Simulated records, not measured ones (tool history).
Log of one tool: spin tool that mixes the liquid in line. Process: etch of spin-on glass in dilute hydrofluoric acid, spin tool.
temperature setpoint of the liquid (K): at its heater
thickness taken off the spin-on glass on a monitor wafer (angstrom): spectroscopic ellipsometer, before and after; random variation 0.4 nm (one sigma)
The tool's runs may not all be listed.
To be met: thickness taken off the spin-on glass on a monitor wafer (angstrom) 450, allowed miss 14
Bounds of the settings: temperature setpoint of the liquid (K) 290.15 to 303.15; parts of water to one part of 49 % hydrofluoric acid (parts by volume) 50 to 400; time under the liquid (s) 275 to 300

run,hour,temperature setpoint of the liquid (K),parts of water to one part of 49 % hydrofluoric acid (parts by volume),time under the liquid (s),thickness taken off the spin-on glass on a monitor wafer (angstrom)
1,0,295.15,225,275,188.34
2,4.3,295.15,225,275,186.29
3,9.4,297.15,190,275,249.48
4,17,297.15,190,300,271.58
# hour 24.8: hydrofluoric acid flow meter replaced
5,24.8,297.15,190,300,312.61
6,27,299.65,190,300,342.6
7,30.2,300.65,185,300,358.6
8,35.9,301.15,180,300,387.6
9,43.4,301.65,180,300,391.92
10,46.8,302.15,175,300,416.3

5 next moves are on the table. One of them brings every result within its allowed miss. Which?
A,50.2,303.15,170,300,?
B,50.2,303.15,160,300,?
C,50.2,301.65,170,300,?
D,50.2,302.65,170,280,?
E,50.2,303.15,180,300,?

move,thickness taken off the spin-on glass on a monitor wafer (angstrom)
A,441.5
B,475.16
C,418.51
D,404.83
E,411.73
A: meets every target
B: takes the result that was furthest off past its target
C: nearer than the last run, and not there yet
D: further off than the last run
E: further off than the last run
Answer: A

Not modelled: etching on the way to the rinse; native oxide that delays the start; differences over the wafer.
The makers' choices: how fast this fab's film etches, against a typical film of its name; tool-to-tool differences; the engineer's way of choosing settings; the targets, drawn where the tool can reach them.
